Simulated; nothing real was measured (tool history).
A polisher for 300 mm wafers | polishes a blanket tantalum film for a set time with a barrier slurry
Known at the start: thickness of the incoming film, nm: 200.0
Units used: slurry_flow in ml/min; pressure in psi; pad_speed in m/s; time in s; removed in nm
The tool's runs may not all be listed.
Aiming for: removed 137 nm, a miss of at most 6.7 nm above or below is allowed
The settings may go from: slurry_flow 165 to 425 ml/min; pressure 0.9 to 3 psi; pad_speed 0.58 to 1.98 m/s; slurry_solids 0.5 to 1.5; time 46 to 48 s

run 1 hour=0 | slurry_flow=275 pressure=1.9 pad_speed=1.28 slurry_solids=1 time=46 | removed=98.998
run 2 hour=4.6 | slurry_flow=315 pressure=1.9 pad_speed=1.28 slurry_solids=1 time=46 | removed=100.65
run 3 hour=10.4 | slurry_flow=315 pressure=2 pad_speed=1.28 slurry_solids=1 time=46 | removed=104.85
run 4 hour=19.4 | slurry_flow=315 pressure=2 pad_speed=1.28 slurry_solids=0.8 time=46 | removed=95.469
run 5 hour=22.1 | slurry_flow=365 pressure=2 pad_speed=1.28 slurry_solids=0.8 time=46 | removed=100.16
run 6 hour=28.3 | slurry_flow=365 pressure=2.1 pad_speed=1.28 slurry_solids=0.8 time=46 | removed=99.947
run 7 hour=34.6 | slurry_flow=365 pressure=2.1 pad_speed=1.28 slurry_solids=0.8 time=46 | removed=98.3
run 8 hour=42.4 | slurry_flow=365 pressure=2.2 pad_speed=1.3 slurry_solids=0.8 time=46 | removed=106.92
run 9 hour=50.2 | slurry_flow=365 pressure=2.3 pad_speed=1.3 slurry_solids=0.8 time=46 | removed=107.58
run 10 hour=53.1 | slurry_flow=365 pressure=2.4 pad_speed=1.32 slurry_solids=0.8 time=46 | removed=109.93
run 11 hour=58.8 | slurry_flow=365 pressure=2.5 pad_speed=1.36 slurry_solids=0.8 time=46 | removed=119.4
run 12 hour=65.9 | slurry_flow=365 pressure=2.8 pad_speed=1.38 slurry_solids=0.8 time=46 | removed=129.67

Pick the move, out of 4, that brings all results within their allowed miss; only one does.
run A hour=73 | slurry_flow=385 pressure=2.7 pad_speed=1.3 slurry_solids=0.85 time=46 | removed=?
run B hour=73 | slurry_flow=400 pressure=3 pad_speed=1.22 slurry_solids=0.75 time=47 | removed=?
run C hour=73 | slurry_flow=350 pressure=3 pad_speed=1.38 slurry_solids=0.85 time=46 | removed=?
run D hour=73 | slurry_flow=320 pressure=2.1 pad_speed=1.6 slurry_solids=0.75 time=46 | removed=?

move=A removed=125.71
move=B removed=125.09
move=C removed=141.25
move=D removed=119.78
A: the biggest miss grows against the last run
B: the biggest miss grows against the last run
C: each result inside its tolerance
D: the biggest miss grows against the last run
Answer: C

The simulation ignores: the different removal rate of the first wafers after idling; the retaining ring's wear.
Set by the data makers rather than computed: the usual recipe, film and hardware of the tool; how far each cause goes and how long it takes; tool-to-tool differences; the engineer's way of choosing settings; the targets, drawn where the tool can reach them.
